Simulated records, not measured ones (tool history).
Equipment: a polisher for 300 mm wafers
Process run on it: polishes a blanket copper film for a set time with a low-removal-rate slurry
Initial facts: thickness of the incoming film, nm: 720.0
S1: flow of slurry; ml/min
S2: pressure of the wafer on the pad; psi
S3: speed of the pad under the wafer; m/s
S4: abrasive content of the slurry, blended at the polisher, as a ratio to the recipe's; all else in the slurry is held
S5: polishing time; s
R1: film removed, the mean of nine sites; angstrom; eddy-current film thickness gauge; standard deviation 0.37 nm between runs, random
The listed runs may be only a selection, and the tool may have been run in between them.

run,day,S1,S2,S3,S4,S5,R1
1,0,215,3.3,1.16,1,25,1012.9
2,0.183,215,3.9,1.16,1,25,1175.7
3,0.358,215,3.9,1.16,0.8,25,1148.7
4,0.562,215,3.9,1.16,0.7,25,1149
5,0.742,210,3.5,1.16,0.7,25,1021.4
6,1.108,205,3.2,1.16,0.7,25,944.39
7,1.208,190,2.2,1.14,0.7,25,630.68

Estimate the outcome of run 8 from the log above:
8,1.438,185,2.2,1.14,0.7,25,?

Run 8 produced R1 627.66 angstrom.
